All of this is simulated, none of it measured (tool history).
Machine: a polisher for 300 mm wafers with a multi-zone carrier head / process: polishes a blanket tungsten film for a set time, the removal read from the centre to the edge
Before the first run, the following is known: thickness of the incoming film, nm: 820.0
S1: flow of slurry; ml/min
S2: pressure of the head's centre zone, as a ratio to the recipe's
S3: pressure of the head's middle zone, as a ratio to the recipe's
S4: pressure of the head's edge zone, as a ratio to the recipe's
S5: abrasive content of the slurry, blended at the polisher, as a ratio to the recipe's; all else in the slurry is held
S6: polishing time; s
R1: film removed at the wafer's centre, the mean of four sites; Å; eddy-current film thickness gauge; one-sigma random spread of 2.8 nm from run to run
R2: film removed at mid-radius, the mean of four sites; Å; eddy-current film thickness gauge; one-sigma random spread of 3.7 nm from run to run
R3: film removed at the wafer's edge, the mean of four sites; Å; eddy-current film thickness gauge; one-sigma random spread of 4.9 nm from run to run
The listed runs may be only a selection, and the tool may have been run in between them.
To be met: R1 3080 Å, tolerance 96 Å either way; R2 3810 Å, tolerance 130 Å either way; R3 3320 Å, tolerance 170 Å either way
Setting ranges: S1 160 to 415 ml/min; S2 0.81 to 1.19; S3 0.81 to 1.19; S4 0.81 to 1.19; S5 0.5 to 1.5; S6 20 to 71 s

run,hour,S1,S2,S3,S4,S5,S6,R1,R2,R3
1,0,265,1,1,1,1,45,2561,2556.1,2589.8
2,2,275,0.99,1.05,1.01,1.1,46,2689.2,2731,2749.2
3,3.9,275,0.96,1.09,0.97,1.15,48,2714.6,3024,2754.9
4,7.6,275,0.96,1.09,1.02,1.15,48,2761.7,3044.3,2829.9
5,10.5,275,0.96,1.09,1.06,1.15,48,2688.8,3030.2,2950.9
6,13.8,215,0.96,1.09,1.06,1.15,48,2648.3,2985.4,2872.2
7,16.2,220,0.96,1.11,1.06,1.25,49,2815.1,3163.1,2997
8,18.4,220,0.96,1.11,1.06,1.25,49,2767.5,3210.9,3020.4
9,26.4,225,0.96,1.13,1.06,1.3,49,2827.2,3219.6,3016.3
10,33.9,225,0.95,1.15,1.06,1.35,50,2862.6,3398.6,3133.2
11,41.7,225,0.95,1.16,1.05,1.4,51,2949,3511.2,3272.3
12,46.9,220,0.95,1.17,1.03,1.4,52,3044.1,3584.7,3213
13,47.4,220,0.94,1.18,1.02,1.4,52,3014.6,3673.5,3274
14,50.9,220,0.94,1.18,1.01,1.4,52,3012.1,3629.7,3316.9
15,54.8,275,0.91,1.19,0.91,1.5,52,2987.3,3808.5,3133.3

4 next moves are on the table. One of them brings every result within its allowed miss. Which?
A,58.7,320,0.84,1.19,0.94,1.15,57,?,?,?
B,58.7,360,0.96,1.19,0.84,1.5,50,?,?,?
C,58.7,275,0.89,1.14,0.92,1.45,55,?,?,?
D,58.7,245,0.82,1.14,0.97,1.5,56,?,?,?

move,R1,R2,R3
A,2865.1,3919.3,3307.6
B,3088.9,3688.2,2952.9
C,3057.5,3812.7,3311.9
D,2861.9,3881.1,3462.3
A: corrects the largest miss of the last run, while another result sits out of spec
B: lands further from the targets than the last run did
C: every result within its allowed miss
D: corrects the largest miss of the last run, while another result sits out of spec
So the answer is move C, the one that meets all the targets.
